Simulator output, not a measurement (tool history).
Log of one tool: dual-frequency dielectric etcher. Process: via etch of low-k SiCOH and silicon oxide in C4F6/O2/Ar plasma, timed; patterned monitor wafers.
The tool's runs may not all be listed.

run	hour	source power (kW)	bias power (kW)	etch time (s)	mean etch depth across the wafer (nm)
1	0.0	0.470	0.236	30.5	80.161
2	4.6	0.470	0.268	30.5	84.304
3	11.7	0.470	0.247	30.5	81.775
4	16.2	0.510	0.253	30.5	86.553
5	18.7	0.450	0.253	30.5	79.972
6	25.5	0.480	0.256	30.5	83.328
7	28.4	0.510	0.259	30.5	86.418
8	34.7	0.530	0.262	30.5	89.105

Run 9 comes next. What will it give?
9	41.2	0.540	0.263	30.5	?

{"run 9": {"mean etch depth across the wafer (nm)": 90.343}}
